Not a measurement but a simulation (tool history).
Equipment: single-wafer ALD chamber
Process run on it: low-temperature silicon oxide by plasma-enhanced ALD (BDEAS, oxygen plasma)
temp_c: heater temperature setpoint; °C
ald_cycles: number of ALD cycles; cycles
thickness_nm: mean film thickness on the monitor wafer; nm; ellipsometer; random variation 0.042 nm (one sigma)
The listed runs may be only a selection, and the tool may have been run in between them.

run,hour,temp_c,ald_cycles,thickness_nm
1,0,95,53,8.1354
2,3.4,95,60,9.1867
3,9.7,86,60,9.4511
4,15,86,66,10.501
5,18.6,79,66,10.697
6,27.3,79,70,11.172
7,30.5,82,65,10.441
8,33.8,94,57,8.8827
9,41.2,95,55,8.5875
10,50,96,53,8.1615

Run 11 comes next. What will it give?
11,52.1,97,52,?

Run 11 produced thickness_nm 8.0374 nm.
